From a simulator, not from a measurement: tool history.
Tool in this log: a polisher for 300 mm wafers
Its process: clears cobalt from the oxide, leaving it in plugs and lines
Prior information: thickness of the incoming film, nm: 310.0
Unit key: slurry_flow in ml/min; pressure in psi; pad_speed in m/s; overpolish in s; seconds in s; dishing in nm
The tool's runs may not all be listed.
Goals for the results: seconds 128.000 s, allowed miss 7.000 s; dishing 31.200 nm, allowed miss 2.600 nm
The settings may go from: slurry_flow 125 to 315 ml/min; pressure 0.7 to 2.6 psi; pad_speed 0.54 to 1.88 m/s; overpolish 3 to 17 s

run,hour,slurry_flow,pressure,pad_speed,overpolish,seconds,dishing
1,0.0,205,1.6,1.20,9,61.816,40.153
2,7.2,205,1.6,1.20,7,64.486,32.098
3,15.9,205,1.6,0.90,7,84.278,26.997
4,20.8,205,1.4,0.90,7,95.900,23.725
5,24.3,205,1.4,0.90,6,96.570,20.876
6,28.9,205,1.3,0.88,7,104.950,20.455
7,37.5,205,1.3,0.86,8,107.310,23.604
8,44.9,205,1.3,0.86,9,105.470,26.272
9,46.0,205,1.2,0.82,11,120.760,27.143

4 candidate next runs follow, results not yet known. Just one meets every target within its allowed miss. Identify it.
A,47.1,255,1.1,1.00,10,?,?
B,47.1,195,1.0,1.02,10,?,?
C,47.1,235,1.7,0.54,13,?,?
D,47.1,205,1.5,0.70,8,?,?

move,seconds,dishing
A,105.000,29.496
B,116.650,26.943
C,124.960,31.823
D,112.670,22.817
A: puts the biggest miss on target and leaves a different result outside tolerance
B: about the same distance from the targets as the last run
C: every result lands within tolerance
D: its largest miss is bigger than the last run's
Correct choice: C, which meets every target

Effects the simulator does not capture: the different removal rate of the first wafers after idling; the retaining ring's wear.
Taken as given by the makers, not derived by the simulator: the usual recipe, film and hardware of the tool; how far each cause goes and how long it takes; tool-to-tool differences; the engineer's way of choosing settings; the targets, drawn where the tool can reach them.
